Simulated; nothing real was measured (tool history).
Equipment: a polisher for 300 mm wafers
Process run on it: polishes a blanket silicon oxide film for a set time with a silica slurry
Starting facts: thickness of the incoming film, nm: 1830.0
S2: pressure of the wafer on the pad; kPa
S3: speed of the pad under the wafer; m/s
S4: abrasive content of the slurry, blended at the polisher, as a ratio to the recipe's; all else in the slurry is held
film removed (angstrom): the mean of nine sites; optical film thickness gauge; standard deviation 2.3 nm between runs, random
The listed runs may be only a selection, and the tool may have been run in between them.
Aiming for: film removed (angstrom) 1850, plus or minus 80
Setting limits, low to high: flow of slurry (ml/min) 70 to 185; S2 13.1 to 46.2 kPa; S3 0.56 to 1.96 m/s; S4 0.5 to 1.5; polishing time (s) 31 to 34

Run 1, hour 0: flow of slurry (ml/min) 120, S2 29.6 kPa, S3 1.26 m/s, S4 1, polishing time (s) 34. Result: film removed (angstrom) 1530.5.
Run 2, hour 8.7: flow of slurry (ml/min) 120, S2 29.6 kPa, S3 1.26 m/s, S4 1, polishing time (s) 34. Result: film removed (angstrom) 1521.7.
Run 3, hour 16: flow of slurry (ml/min) 105, S2 29.6 kPa, S3 1.26 m/s, S4 1, polishing time (s) 34. Result: film removed (angstrom) 1470.7.
Run 4, hour 22.4: flow of slurry (ml/min) 115, S2 31 kPa, S3 1.26 m/s, S4 1, polishing time (s) 34. Result: film removed (angstrom) 1544.
Run 5, hour 25.8: flow of slurry (ml/min) 90, S2 31 kPa, S3 1.26 m/s, S4 1, polishing time (s) 34. Result: film removed (angstrom) 1462.1.
Run 6, hour 27.7: flow of slurry (ml/min) 105, S2 32.4 kPa, S3 1.26 m/s, S4 1, polishing time (s) 34. Result: film removed (angstrom) 1581.
Run 7, hour 32.2: flow of slurry (ml/min) 115, S2 33.1 kPa, S3 1.26 m/s, S4 1, polishing time (s) 34. Result: film removed (angstrom) 1646.9.
Run 8, hour 36.1: flow of slurry (ml/min) 120, S2 33.8 kPa, S3 1.26 m/s, S4 1, polishing time (s) 34. Result: film removed (angstrom) 1681.5.
Run 9, hour 37.4: flow of slurry (ml/min) 125, S2 34.5 kPa, S3 1.26 m/s, S4 1, polishing time (s) 34. Result: film removed (angstrom) 1733.4.

Which single option among these 5 for the next run brings every result within its allowed miss of target? Just one does.
Run A, hour 38.7: flow of slurry (ml/min) 125, S2 35.9 kPa, S3 1.32 m/s, S4 0.9, polishing time (s) 32. Result: film removed (angstrom) ?.
Run B, hour 38.7: flow of slurry (ml/min) 115, S2 42.1 kPa, S3 1.12 m/s, S4 0.85, polishing time (s) 34. Result: film removed (angstrom) ?.
Run C, hour 38.7: flow of slurry (ml/min) 110, S2 40.7 kPa, S3 1.2 m/s, S4 0.95, polishing time (s) 34. Result: film removed (angstrom) ?.
Run D, hour 38.7: flow of slurry (ml/min) 120, S2 37.9 kPa, S3 0.92 m/s, S4 1.35, polishing time (s) 34. Result: film removed (angstrom) ?.
Run E, hour 38.7: flow of slurry (ml/min) 130, S2 36.5 kPa, S3 1.3 m/s, S4 0.85, polishing time (s) 32. Result: film removed (angstrom) ?.

move  film removed (angstrom)
   A                   1679.3
   B                   1708.6
   C                   1859.4
   D                   1726.1
   E                   1639.7
A: further off than the last run
B: further off than the last run
C: hits every target within its allowed miss
D: further off than the last run
E: further off than the last run
C is the move that brings every result within its allowed miss.

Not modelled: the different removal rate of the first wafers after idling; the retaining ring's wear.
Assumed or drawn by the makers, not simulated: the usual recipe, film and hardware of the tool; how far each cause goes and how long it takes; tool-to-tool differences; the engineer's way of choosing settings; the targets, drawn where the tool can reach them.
